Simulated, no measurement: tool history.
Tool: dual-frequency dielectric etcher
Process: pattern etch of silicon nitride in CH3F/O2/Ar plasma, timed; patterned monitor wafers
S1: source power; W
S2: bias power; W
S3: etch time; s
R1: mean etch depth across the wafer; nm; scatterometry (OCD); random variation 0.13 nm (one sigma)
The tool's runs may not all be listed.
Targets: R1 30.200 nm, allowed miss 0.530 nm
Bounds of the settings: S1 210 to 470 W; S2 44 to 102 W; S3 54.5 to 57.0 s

Run 1, hour 0.0: S1 340 W, S2 73 W, S3 54.5 s. Result: R1 35.235 nm.
Run 2, hour 1.0: S1 340 W, S2 65 W, S3 54.5 s. Result: R1 33.545 nm.
Run 3, hour 3.7: S1 340 W, S2 54 W, S3 54.5 s. Result: R1 31.074 nm.
Run 4, hour 7.6: S1 340 W, S2 54 W, S3 54.5 s. Result: R1 30.797 nm.
Run 5, hour 8.5: S1 340 W, S2 44 W, S3 54.5 s. Result: R1 28.319 nm.
Run 6, hour 13.3: S1 350 W, S2 44 W, S3 54.5 s. Result: R1 28.443 nm.
Run 7, hour 18.1: S1 370 W, S2 45 W, S3 54.5 s. Result: R1 29.212 nm.
Run 8, hour 18.9: S1 380 W, S2 45 W, S3 54.5 s. Result: R1 29.282 nm.

Which of these 4 next moves meets every target?
Run A, hour 19.7: S1 360 W, S2 44 W, S3 57.0 s. Result: R1 ?.
Run B, hour 19.7: S1 370 W, S2 44 W, S3 55.0 s. Result: R1 ?.
Run C, hour 19.7: S1 320 W, S2 44 W, S3 56.5 s. Result: R1 ?.
Run D, hour 19.7: S1 430 W, S2 49 W, S3 54.5 s. Result: R1 ?.

move      R1
   A  29.947
   B  29.077
   C  28.922
   D  31.223
A: meets every target
B: further off than the last run
C: further off than the last run
D: takes the result that was furthest off past its target
The right move is A.
